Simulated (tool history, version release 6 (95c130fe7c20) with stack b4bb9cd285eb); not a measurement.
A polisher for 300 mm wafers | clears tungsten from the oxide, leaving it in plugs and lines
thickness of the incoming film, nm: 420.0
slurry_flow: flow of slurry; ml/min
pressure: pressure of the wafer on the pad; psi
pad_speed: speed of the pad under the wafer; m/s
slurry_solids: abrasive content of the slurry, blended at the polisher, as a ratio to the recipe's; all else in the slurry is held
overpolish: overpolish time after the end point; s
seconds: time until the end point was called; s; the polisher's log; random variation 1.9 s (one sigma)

run  hour  slurry_flow  pressure  pad_speed  slurry_solids  overpolish  seconds
  1   0.0          120       3.1       1.04            1.0           9   113.53
  2   4.3          115       2.8       1.04            1.0           9   123.25
  3  12.8           95       2.8       1.04            1.0           9   125.40
  4  17.5           95       2.8       1.04            1.0           9   128.51
  5  23.0           95       2.8       1.04            1.2           9   118.73
  6  29.1           95       2.8       1.04            1.2           9   117.67
  7  30.5           95       2.5       1.04            1.2           9   131.23
  8  37.0           95       2.3       1.04            1.2           9   142.07

Run 9 comes next. What will it give?
  9  40.7           95       2.1       1.04            1.2           9        ?

seconds: 150.68 s

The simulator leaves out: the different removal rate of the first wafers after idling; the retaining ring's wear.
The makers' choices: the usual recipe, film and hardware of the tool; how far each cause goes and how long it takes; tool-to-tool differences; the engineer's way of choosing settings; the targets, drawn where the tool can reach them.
